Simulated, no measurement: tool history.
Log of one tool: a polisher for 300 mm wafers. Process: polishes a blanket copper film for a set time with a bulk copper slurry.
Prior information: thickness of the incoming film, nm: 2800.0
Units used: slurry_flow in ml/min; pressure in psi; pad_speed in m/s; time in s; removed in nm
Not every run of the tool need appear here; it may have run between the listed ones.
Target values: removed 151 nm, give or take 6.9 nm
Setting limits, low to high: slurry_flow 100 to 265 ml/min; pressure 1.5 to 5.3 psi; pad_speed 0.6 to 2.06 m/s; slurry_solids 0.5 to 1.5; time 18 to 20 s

Run 1, hour 0: slurry_flow 170 ml/min, pressure 3.4 psi, pad_speed 1.32 m/s, slurry_solids 1, time 20 s. Result: removed 245.01 nm.
Run 2, hour 1.6: slurry_flow 170 ml/min, pressure 3.4 psi, pad_speed 1.32 m/s, slurry_solids 0.8, time 20 s. Result: removed 231.66 nm.
Run 3, hour 7.6: slurry_flow 170 ml/min, pressure 3.3 psi, pad_speed 1.32 m/s, slurry_solids 0.8, time 20 s. Result: removed 229.59 nm.
Run 4, hour 12.8: slurry_flow 155 ml/min, pressure 3.3 psi, pad_speed 1.32 m/s, slurry_solids 0.8, time 20 s. Result: removed 216.05 nm.
Run 5, hour 18.3: slurry_flow 150 ml/min, pressure 3.2 psi, pad_speed 1.32 m/s, slurry_solids 0.8, time 20 s. Result: removed 213.41 nm.
Run 6, hour 20.9: slurry_flow 175 ml/min, pressure 3.2 psi, pad_speed 1.32 m/s, slurry_solids 0.8, time 20 s. Result: removed 221.52 nm.
Run 7, hour 25.4: slurry_flow 170 ml/min, pressure 3.1 psi, pad_speed 1.32 m/s, slurry_solids 0.8, time 20 s. Result: removed 215.5 nm.
Run 8, hour 31.3: slurry_flow 165 ml/min, pressure 3 psi, pad_speed 1.32 m/s, slurry_solids 0.8, time 20 s. Result: removed 202.81 nm.
Run 9, hour 37.5: slurry_flow 160 ml/min, pressure 2.9 psi, pad_speed 1.32 m/s, slurry_solids 0.8, time 20 s. Result: removed 202.27 nm.
Run 10, hour 38.4: slurry_flow 160 ml/min, pressure 2.8 psi, pad_speed 1.32 m/s, slurry_solids 0.8, time 20 s. Result: removed 192.65 nm.

Consider the 4 candidate settings below. Which is the only one whose results all fall within their allowed miss of target?
Run A, hour 39.3: slurry_flow 100 ml/min, pressure 2.5 psi, pad_speed 1.22 m/s, slurry_solids 0.7, time 18 s. Result: removed ?.
Run B, hour 39.3: slurry_flow 185 ml/min, pressure 2.6 psi, pad_speed 1.28 m/s, slurry_solids 0.9, time 18 s. Result: removed ?.
Run C, hour 39.3: slurry_flow 130 ml/min, pressure 3.1 psi, pad_speed 1.48 m/s, slurry_solids 1.1, time 20 s. Result: removed ?.
Run D, hour 39.3: slurry_flow 115 ml/min, pressure 3.5 psi, pad_speed 1.06 m/s, slurry_solids 0.65, time 18 s. Result: removed ?.

move  removed
   A   125.89
   B   165.58
   C   242.61
   D   152.48
A: pushes the last run's worst result past its target
B: closes in on the targets versus the last run, not all within tolerance yet
C: its largest miss is bigger than the last run's
D: all results land within tolerance of their targets
Correct choice: D, which meets every target
